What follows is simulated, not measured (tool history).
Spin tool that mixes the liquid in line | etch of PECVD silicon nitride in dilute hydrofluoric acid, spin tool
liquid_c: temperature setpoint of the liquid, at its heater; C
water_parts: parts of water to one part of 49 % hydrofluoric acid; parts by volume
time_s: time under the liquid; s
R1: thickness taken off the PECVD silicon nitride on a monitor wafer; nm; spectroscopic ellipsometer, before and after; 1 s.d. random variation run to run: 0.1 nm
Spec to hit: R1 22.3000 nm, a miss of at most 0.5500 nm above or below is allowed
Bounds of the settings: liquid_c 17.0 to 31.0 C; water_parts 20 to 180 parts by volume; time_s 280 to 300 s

{"run": 1, "hour": 0.0, "liquid_c": 23.0, "water_parts": 100, "time_s": 280, "R1": 7.3836}
{"run": 2, "hour": 0.6, "liquid_c": 23.0, "water_parts": 125, "time_s": 280, "R1": 5.8744}
{"run": 3, "hour": 2.6, "liquid_c": 20.0, "water_parts": 125, "time_s": 280, "R1": 4.8909}
{"run": 4, "hour": 10.5, "liquid_c": 20.0, "water_parts": 155, "time_s": 280, "R1": 3.9489}
{"run": 5, "hour": 12.0, "liquid_c": 20.0, "water_parts": 125, "time_s": 280, "R1": 4.8904}
{"run": 6, "hour": 16.6, "liquid_c": 17.5, "water_parts": 125, "time_s": 280, "R1": 4.114}
{"run": 7, "hour": 24.0, "liquid_c": 21.0, "water_parts": 100, "time_s": 280, "R1": 6.4579}
{"run": 8, "hour": 29.1, "liquid_c": 23.5, "water_parts": 80, "time_s": 280, "R1": 9.5681}
{"run": 9, "hour": 31.2, "liquid_c": 25.5, "water_parts": 70, "time_s": 280, "R1": 12.475}
{"run": 10, "hour": 37.1, "liquid_c": 27.0, "water_parts": 65, "time_s": 280, "R1": 14.888}
{"run": 11, "hour": 45.0, "liquid_c": 28.0, "water_parts": 65, "time_s": 280, "R1": 15.698}
{"run": 12, "hour": 49.5, "liquid_c": 28.5, "water_parts": 60, "time_s": 280, "R1": 17.511}
{"run": 13, "hour": 53.7, "liquid_c": 28.5, "water_parts": 60, "time_s": 280, "R1": 17.661}
{"run": 14, "hour": 57.6, "liquid_c": 29.0, "water_parts": 60, "time_s": 280, "R1": 18.123}
{"run": 15, "hour": 63.4, "liquid_c": 29.0, "water_parts": 60, "time_s": 280, "R1": 18.104}
{"run": 16, "hour": 69.1, "liquid_c": 29.5, "water_parts": 60, "time_s": 280, "R1": 18.936}
{"run": 17, "hour": 70.1, "liquid_c": 30.0, "water_parts": 60, "time_s": 280, "R1": 19.387}

Next run, 5 choices. One meets every target within its allowed miss, the rest don't. Which?
{"run": "A", "hour": 71.1, "liquid_c": 30.0, "water_parts": 55, "time_s": 280, "R1": "?"}
{"run": "B", "hour": 71.1, "liquid_c": 31.0, "water_parts": 60, "time_s": 300, "R1": "?"}
{"run": "C", "hour": 71.1, "liquid_c": 31.0, "water_parts": 55, "time_s": 300, "R1": "?"}
{"run": "D", "hour": 71.1, "liquid_c": 31.0, "water_parts": 55, "time_s": 290, "R1": "?"}
{"run": "E", "hour": 71.1, "liquid_c": 28.0, "water_parts": 45, "time_s": 300, "R1": "?"}

move=A R1=21.0720
move=B R1=22.0750
move=C R1=24.0710
move=D R1=23.2680
move=E R1=24.1700
A: moves toward the targets from the last run without getting all of them in spec
B: every result lands within tolerance
C: the result that was furthest off in the last run now lies on the other side of its target
D: the result that was furthest off in the last run now lies on the other side of its target
E: the result that was furthest off in the last run now lies on the other side of its target
So the answer is move B, the one that meets all the targets.

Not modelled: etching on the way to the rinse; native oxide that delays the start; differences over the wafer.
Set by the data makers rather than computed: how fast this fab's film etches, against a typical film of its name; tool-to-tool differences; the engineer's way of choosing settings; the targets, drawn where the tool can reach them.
